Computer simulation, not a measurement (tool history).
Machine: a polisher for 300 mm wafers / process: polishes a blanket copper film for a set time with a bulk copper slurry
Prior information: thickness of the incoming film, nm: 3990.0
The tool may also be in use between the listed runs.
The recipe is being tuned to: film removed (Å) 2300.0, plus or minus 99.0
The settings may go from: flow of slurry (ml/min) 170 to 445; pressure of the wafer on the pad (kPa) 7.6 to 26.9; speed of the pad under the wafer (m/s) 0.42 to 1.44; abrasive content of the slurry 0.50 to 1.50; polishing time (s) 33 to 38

run  hour  flow of slurry (ml/min)  pressure of the wafer on the pad (kPa)  speed of the pad under the wafer (m/s)  abrasive content of the slurry  polishing time (s)  film removed (Å)
  1   0.0                      285                                    17.2                                    0.92                            1.00                  38            3048.6
  2   1.9                      285                                    16.5                                    0.92                            1.00                  38            3016.3
  3   7.1                      285                                    15.9                                    0.92                            1.00                  38            2872.9
  4   9.5                      285                                    15.2                                    0.92                            1.00                  38            2793.7
  5  17.2                      340                                    15.2                                    0.92                            1.00                  38            2800.5
  6  23.4                      340                                    17.9                                    0.92                            1.00                  38            3224.2
  7  28.3                      340                                    17.2                                    0.92                            1.00                  38            3116.8
  8  29.4                      340                                    16.5                                    0.92                            1.00                  38            3040.7
  9  30.1                      340                                    15.9                                    0.92                            1.00                  38            2900.1
 10  31.1                      340                                    15.2                                    0.92                            1.00                  38            2775.0
 11  31.7                      340                                    13.1                                    0.92                            1.00                  38            2473.6

5 candidate next runs follow, results not yet known. Just one meets every target within its allowed miss. Identify it.
  A  32.3                      360                                    13.8                                    0.86                            1.15                  38                 ?
  B  32.3                      345                                    13.8                                    1.10                            0.80                  36                 ?
  C  32.3                      360                                     9.0                                    1.42                            0.85                  38                 ?
  D  32.3                      325                                    10.3                                    1.10                            1.05                  38                 ?
  E  32.3                      345                                    14.5                                    0.92                            0.85                  33                 ?

move  film removed (Å)
   A            2536.0
   B            2825.3
   C            2829.5
   D            2529.1
   E            2288.8
A: its largest miss is bigger than the last run's
B: its largest miss is bigger than the last run's
C: its largest miss is bigger than the last run's
D: its largest miss is bigger than the last run's
E: hits every target within its allowed miss
Correct choice: E, which meets every target

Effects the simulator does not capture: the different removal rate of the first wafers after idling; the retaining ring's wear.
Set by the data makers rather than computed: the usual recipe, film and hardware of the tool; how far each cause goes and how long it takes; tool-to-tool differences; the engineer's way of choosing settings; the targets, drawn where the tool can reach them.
